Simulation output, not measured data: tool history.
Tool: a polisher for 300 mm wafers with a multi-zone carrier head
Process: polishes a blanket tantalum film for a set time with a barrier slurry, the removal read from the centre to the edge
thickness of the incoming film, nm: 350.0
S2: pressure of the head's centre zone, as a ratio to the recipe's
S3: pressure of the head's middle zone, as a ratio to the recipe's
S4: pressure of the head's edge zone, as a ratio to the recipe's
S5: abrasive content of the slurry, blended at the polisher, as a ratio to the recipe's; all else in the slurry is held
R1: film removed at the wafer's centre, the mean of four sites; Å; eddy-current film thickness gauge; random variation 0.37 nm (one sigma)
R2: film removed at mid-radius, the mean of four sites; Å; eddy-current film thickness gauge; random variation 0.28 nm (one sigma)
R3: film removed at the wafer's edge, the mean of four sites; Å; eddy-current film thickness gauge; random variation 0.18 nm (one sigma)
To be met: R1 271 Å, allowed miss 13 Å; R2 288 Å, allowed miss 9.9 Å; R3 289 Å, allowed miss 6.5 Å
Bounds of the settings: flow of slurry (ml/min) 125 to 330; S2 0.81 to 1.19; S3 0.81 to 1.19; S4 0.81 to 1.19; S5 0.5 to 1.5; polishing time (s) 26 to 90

{"run": 1, "hour": 0.0, "flow of slurry (ml/min)": 210, "S2": 1, "S3": 1, "S4": 1, "S5": 1, "polishing time (s)": 58, "R1": 406.05, "R2": 388.3, "R3": 394.31}
{"run": 2, "hour": 8.1, "flow of slurry (ml/min)": 200, "S2": 0.97, "S3": 0.99, "S4": 0.97, "S5": 0.9, "polishing time (s)": 57, "R1": 376.25, "R2": 359.57, "R3": 364.56}
{"run": 3, "hour": 8.6, "flow of slurry (ml/min)": 200, "S2": 0.97, "S3": 0.99, "S4": 0.97, "S5": 0.9, "polishing time (s)": 47, "R1": 309.63, "R2": 299.8, "R3": 302.58}
{"run": 4, "hour": 16.8, "flow of slurry (ml/min)": 200, "S2": 0.97, "S3": 0.96, "S4": 0.97, "S5": 0.9, "polishing time (s)": 47, "R1": 302.08, "R2": 291.99, "R3": 300.22}
{"hour": 25.4, "done": "slurry nozzle cleaned"}
{"run": 5, "hour": 25.4, "flow of slurry (ml/min)": 200, "S2": 0.97, "S3": 1.02, "S4": 0.97, "S5": 0.9, "polishing time (s)": 47, "R1": 322.12, "R2": 319.26, "R3": 307.62}
{"run": 6, "hour": 28.6, "flow of slurry (ml/min)": 190, "S2": 0.95, "S3": 1.01, "S4": 0.96, "S5": 0.9, "polishing time (s)": 47, "R1": 314.56, "R2": 313.48, "R3": 307.52}
{"run": 7, "hour": 31.4, "flow of slurry (ml/min)": 195, "S2": 0.92, "S3": 1, "S4": 0.94, "S5": 0.9, "polishing time (s)": 47, "R1": 302.44, "R2": 319.4, "R3": 305.68}
{"run": 8, "hour": 38.0, "flow of slurry (ml/min)": 190, "S2": 0.91, "S3": 0.98, "S4": 0.93, "S5": 0.9, "polishing time (s)": 47, "R1": 298.97, "R2": 307.52, "R3": 304.14}

4 next moves are on the table. One of them brings every result within its allowed miss. Which?
{"run": "A", "hour": 44.6, "flow of slurry (ml/min)": 185, "S2": 1.07, "S3": 0.97, "S4": 0.89, "S5": 0.65, "polishing time (s)": 55, "R1": "?", "R2": "?", "R3": "?"}
{"run": "B", "hour": 44.6, "flow of slurry (ml/min)": 175, "S2": 0.9, "S3": 0.83, "S4": 1, "S5": 1.35, "polishing time (s)": 45, "R1": "?", "R2": "?", "R3": "?"}
{"run": "C", "hour": 44.6, "flow of slurry (ml/min)": 190, "S2": 0.83, "S3": 0.98, "S4": 0.98, "S5": 1, "polishing time (s)": 47, "R1": "?", "R2": "?", "R3": "?"}
{"run": "D", "hour": 44.6, "flow of slurry (ml/min)": 190, "S2": 0.87, "S3": 0.98, "S4": 0.99, "S5": 0.85, "polishing time (s)": 45, "R1": "?", "R2": "?", "R3": "?"}

move=A R1=339.8 R2=305.68 R3=298.44
move=B R1=319.25 R2=291.06 R3=341.65
move=C R1=289.97 R2=321.45 R3=324.9
move=D R1=270.45 R2=289.08 R3=293.67
A: further off than the last run
B: further off than the last run
C: further off than the last run
D: meets every target
The right move is D.
